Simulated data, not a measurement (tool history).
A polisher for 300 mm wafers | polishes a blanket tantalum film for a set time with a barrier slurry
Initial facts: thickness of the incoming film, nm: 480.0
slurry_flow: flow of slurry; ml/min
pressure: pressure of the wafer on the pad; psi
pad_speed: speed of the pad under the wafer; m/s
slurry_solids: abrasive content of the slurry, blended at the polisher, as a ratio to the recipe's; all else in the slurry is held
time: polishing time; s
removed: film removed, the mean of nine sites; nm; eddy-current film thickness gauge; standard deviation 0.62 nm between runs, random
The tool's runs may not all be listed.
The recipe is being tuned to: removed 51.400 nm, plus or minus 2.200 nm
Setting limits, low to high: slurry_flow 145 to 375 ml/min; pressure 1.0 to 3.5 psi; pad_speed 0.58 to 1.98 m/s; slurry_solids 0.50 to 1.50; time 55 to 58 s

Run 1, hour 0.0: slurry_flow 240 ml/min, pressure 2.2 psi, pad_speed 1.28 m/s, slurry_solids 1.00, time 55 s. Result: removed 102.140 nm.
Run 2, hour 5.5: slurry_flow 240 ml/min, pressure 1.9 psi, pad_speed 1.22 m/s, slurry_solids 1.00, time 55 s. Result: removed 84.102 nm.
Run 3, hour 8.8: slurry_flow 240 ml/min, pressure 1.7 psi, pad_speed 1.20 m/s, slurry_solids 1.00, time 55 s. Result: removed 75.254 nm.
Run 4, hour 9.4: slurry_flow 240 ml/min, pressure 1.7 psi, pad_speed 1.06 m/s, slurry_solids 1.00, time 55 s. Result: removed 66.457 nm.
Run 5, hour 14.3: slurry_flow 240 ml/min, pressure 1.9 psi, pad_speed 1.06 m/s, slurry_solids 1.00, time 55 s. Result: removed 73.434 nm.
Run 6, hour 22.7: slurry_flow 240 ml/min, pressure 1.9 psi, pad_speed 1.30 m/s, slurry_solids 1.00, time 55 s. Result: removed 89.318 nm.
Run 7, hour 24.7: slurry_flow 240 ml/min, pressure 1.7 psi, pad_speed 1.26 m/s, slurry_solids 1.00, time 55 s. Result: removed 79.222 nm.
Run 8, hour 32.7: slurry_flow 240 ml/min, pressure 1.5 psi, pad_speed 1.22 m/s, slurry_solids 1.00, time 55 s. Result: removed 67.629 nm.
At hour 37.4: worn pad replaced by a new one.
Run 9, hour 37.4: slurry_flow 240 ml/min, pressure 1.4 psi, pad_speed 1.22 m/s, slurry_solids 1.00, time 55 s. Result: removed 68.344 nm.
Run 10, hour 44.7: slurry_flow 240 ml/min, pressure 1.3 psi, pad_speed 1.18 m/s, slurry_solids 1.00, time 55 s. Result: removed 62.336 nm.
Run 11, hour 49.7: slurry_flow 240 ml/min, pressure 1.2 psi, pad_speed 1.16 m/s, slurry_solids 1.00, time 55 s. Result: removed 55.649 nm.

Which single option among these 5 for the next run brings every result within its allowed miss of target? Just one does.
Run A, hour 54.7: slurry_flow 245 ml/min, pressure 1.3 psi, pad_speed 1.22 m/s, slurry_solids 0.75, time 58 s. Result: removed ?.
Run B, hour 54.7: slurry_flow 180 ml/min, pressure 1.2 psi, pad_speed 0.88 m/s, slurry_solids 1.05, time 57 s. Result: removed ?.
Run C, hour 54.7: slurry_flow 250 ml/min, pressure 1.0 psi, pad_speed 1.26 m/s, slurry_solids 0.90, time 56 s. Result: removed ?.
Run D, hour 54.7: slurry_flow 190 ml/min, pressure 1.3 psi, pad_speed 1.10 m/s, slurry_solids 0.90, time 57 s. Result: removed ?.
Run E, hour 54.7: slurry_flow 265 ml/min, pressure 1.4 psi, pad_speed 1.06 m/s, slurry_solids 0.85, time 56 s. Result: removed ?.

move  removed
   A   58.204
   B   44.654
   C   50.584
   D   56.085
   E   57.386
A: moves away from the targets compared with the last run
B: takes the result that was furthest off past its target
C: every result lands within tolerance
D: moves away from the targets compared with the last run
E: moves away from the targets compared with the last run
C is the move that brings every result within its allowed miss.
